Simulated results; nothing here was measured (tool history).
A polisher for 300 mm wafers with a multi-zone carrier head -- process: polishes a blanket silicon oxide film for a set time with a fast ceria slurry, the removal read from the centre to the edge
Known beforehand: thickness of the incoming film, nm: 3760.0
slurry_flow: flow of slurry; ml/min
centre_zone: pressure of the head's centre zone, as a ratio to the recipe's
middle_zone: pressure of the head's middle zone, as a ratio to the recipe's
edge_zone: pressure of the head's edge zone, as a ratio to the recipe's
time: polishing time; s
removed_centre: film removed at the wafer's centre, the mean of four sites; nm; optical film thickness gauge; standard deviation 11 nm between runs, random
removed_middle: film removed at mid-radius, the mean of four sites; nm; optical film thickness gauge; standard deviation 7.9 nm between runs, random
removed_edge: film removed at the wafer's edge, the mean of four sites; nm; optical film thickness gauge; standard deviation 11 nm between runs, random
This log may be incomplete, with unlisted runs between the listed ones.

{"run": 1, "hour": 0.0, "slurry_flow": 215, "centre_zone": 1, "middle_zone": 1, "edge_zone": 1, "time": 72, "removed_centre": 1094.4, "removed_middle": 1082.1, "removed_edge": 1075.8}
{"run": 2, "hour": 3.5, "slurry_flow": 250, "centre_zone": 1, "middle_zone": 1, "edge_zone": 1, "time": 72, "removed_centre": 1108.3, "removed_middle": 1093.6, "removed_edge": 1100.6}
{"run": 3, "hour": 11.6, "slurry_flow": 250, "centre_zone": 1, "middle_zone": 1.05, "edge_zone": 1, "time": 72, "removed_centre": 1093.7, "removed_middle": 1158, "removed_edge": 1120.1}
{"run": 4, "hour": 16.6, "slurry_flow": 250, "centre_zone": 0.96, "middle_zone": 1.05, "edge_zone": 1, "time": 72, "removed_centre": 1065.9, "removed_middle": 1149.4, "removed_edge": 1097.9}
{"run": 5, "hour": 21.7, "slurry_flow": 250, "centre_zone": 1.04, "middle_zone": 1.05, "edge_zone": 1, "time": 72, "removed_centre": 1172.5, "removed_middle": 1148.6, "removed_edge": 1096.1}
{"run": 6, "hour": 23.9, "slurry_flow": 260, "centre_zone": 1.02, "middle_zone": 1.06, "edge_zone": 1.03, "time": 72, "removed_centre": 1137.5, "removed_middle": 1175.8, "removed_edge": 1126.6}
{"run": 7, "hour": 25.7, "slurry_flow": 265, "centre_zone": 1.01, "middle_zone": 1.06, "edge_zone": 1.06, "time": 73, "removed_centre": 1148, "removed_middle": 1180.4, "removed_edge": 1149.3}
{"run": 8, "hour": 30.1, "slurry_flow": 270, "centre_zone": 0.99, "middle_zone": 1.06, "edge_zone": 1.08, "time": 74, "removed_centre": 1165, "removed_middle": 1195, "removed_edge": 1182.7}
{"run": 9, "hour": 35.2, "slurry_flow": 275, "centre_zone": 0.97, "middle_zone": 1.07, "edge_zone": 1.1, "time": 74, "removed_centre": 1126.9, "removed_middle": 1216.8, "removed_edge": 1191.4}
{"run": 10, "hour": 37.1, "slurry_flow": 280, "centre_zone": 0.96, "middle_zone": 1.07, "edge_zone": 1.11, "time": 75, "removed_centre": 1127.6, "removed_middle": 1214.9, "removed_edge": 1218.4}

Estimate the outcome of run 11 from the log above:
{"run": 11, "hour": 43.7, "slurry_flow": 285, "centre_zone": 0.95, "middle_zone": 1.08, "edge_zone": 1.12, "time": 75, "removed_centre": "?", "removed_middle": "?", "removed_edge": "?"}

removed_centre: 1118.8 nm
removed_middle: 1238.4 nm
removed_edge: 1221.4 nm
